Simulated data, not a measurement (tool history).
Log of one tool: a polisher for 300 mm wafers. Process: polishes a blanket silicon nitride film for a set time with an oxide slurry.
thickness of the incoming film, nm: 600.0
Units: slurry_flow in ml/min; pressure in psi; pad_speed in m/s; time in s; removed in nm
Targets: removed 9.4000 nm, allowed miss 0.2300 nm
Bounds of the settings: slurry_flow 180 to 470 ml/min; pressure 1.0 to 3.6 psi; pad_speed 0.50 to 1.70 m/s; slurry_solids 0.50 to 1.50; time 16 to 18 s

{"run": 1, "hour": 0.0, "slurry_flow": 300, "pressure": 2.3, "pad_speed": 1.1, "slurry_solids": 1.0, "time": 18, "removed": 7.2297}
{"run": 2, "hour": 7.2, "slurry_flow": 300, "pressure": 2.3, "pad_speed": 1.1, "slurry_solids": 1.2, "time": 18, "removed": 7.8552}
{"run": 3, "hour": 8.5, "slurry_flow": 300, "pressure": 1.8, "pad_speed": 1.1, "slurry_solids": 1.2, "time": 18, "removed": 6.7088}
{"run": 4, "hour": 15.8, "slurry_flow": 300, "pressure": 1.8, "pad_speed": 1.1, "slurry_solids": 1.05, "time": 18, "removed": 6.4225}
{"run": 5, "hour": 20.2, "slurry_flow": 305, "pressure": 2.2, "pad_speed": 1.1, "slurry_solids": 1.05, "time": 18, "removed": 7.2023}
{"run": 6, "hour": 21.5, "slurry_flow": 275, "pressure": 2.2, "pad_speed": 1.1, "slurry_solids": 1.05, "time": 18, "removed": 7.0914}
{"run": 7, "hour": 26.3, "slurry_flow": 300, "pressure": 2.4, "pad_speed": 1.1, "slurry_solids": 1.05, "time": 18, "removed": 7.6269}
{"run": 8, "hour": 28.0, "slurry_flow": 310, "pressure": 2.6, "pad_speed": 1.1, "slurry_solids": 1.05, "time": 18, "removed": 7.9214}
{"run": 9, "hour": 32.7, "slurry_flow": 310, "pressure": 2.6, "pad_speed": 1.1, "slurry_solids": 1.05, "time": 18, "removed": 7.9429}
{"run": 10, "hour": 39.3, "slurry_flow": 325, "pressure": 3.0, "pad_speed": 1.1, "slurry_solids": 1.05, "time": 18, "removed": 8.784}
{"run": 11, "hour": 43.3, "slurry_flow": 325, "pressure": 3.1, "pad_speed": 1.1, "slurry_solids": 1.05, "time": 18, "removed": 9.0213}

4 next moves are on the table. One of them brings every result within its allowed miss. Which?
{"run": "A", "hour": 47.3, "slurry_flow": 340, "pressure": 3.3, "pad_speed": 1.2, "slurry_solids": 1.0, "time": 18, "removed": "?"}
{"run": "B", "hour": 47.3, "slurry_flow": 405, "pressure": 2.9, "pad_speed": 1.28, "slurry_solids": 1.4, "time": 16, "removed": "?"}
{"run": "C", "hour": 47.3, "slurry_flow": 295, "pressure": 3.1, "pad_speed": 1.02, "slurry_solids": 1.0, "time": 18, "removed": "?"}
{"run": "D", "hour": 47.3, "slurry_flow": 310, "pressure": 3.1, "pad_speed": 1.14, "slurry_solids": 1.1, "time": 18, "removed": "?"}

move=A removed=9.8650
move=B removed=9.8597
move=C removed=8.1835
move=D removed=9.3844
A: takes the result that was furthest off past its target
B: takes the result that was furthest off past its target
C: further off than the last run
D: meets every target
Move D is the one to make.
